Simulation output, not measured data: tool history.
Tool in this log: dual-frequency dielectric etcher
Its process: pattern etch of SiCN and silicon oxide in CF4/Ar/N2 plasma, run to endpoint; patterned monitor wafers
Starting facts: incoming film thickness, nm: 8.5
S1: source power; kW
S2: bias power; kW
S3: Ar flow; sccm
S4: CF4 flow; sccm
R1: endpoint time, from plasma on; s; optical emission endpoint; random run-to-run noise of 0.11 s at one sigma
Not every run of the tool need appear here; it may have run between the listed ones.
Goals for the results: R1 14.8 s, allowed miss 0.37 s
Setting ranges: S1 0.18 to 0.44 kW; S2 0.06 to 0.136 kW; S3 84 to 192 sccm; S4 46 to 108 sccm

run	day	S1	S2	S3	S4	R1
1	0	0.31	0.098	138	77	12.996
2	0.329	0.31	0.098	122	77	12.761
3	0.367	0.31	0.098	122	72	13.125
4	0.55	0.31	0.098	122	66	13.238
5	0.921	0.31	0.11	122	66	12.648
6	1.288	0.37	0.11	122	66	10.467
7	1.404	0.34	0.109	122	66	11.428
8	1.675	0.32	0.108	122	66	12.309
9	1.754	0.26	0.106	123	66	15.462

Which single option among these 4 for the next run brings every result within its allowed miss of target? Just one does.
A	1.833	0.29	0.103	118	50	?
B	1.833	0.25	0.101	121	78	?
C	1.833	0.26	0.089	124	93	?
D	1.833	0.3	0.085	191	51	?

move	R1
A	14.561
B	16.15
C	15.886
D	16.137
A: in spec on every target
B: lands further from the targets than the last run did
C: lands further from the targets than the last run did
D: lands further from the targets than the last run did
The move that meets every target is A.
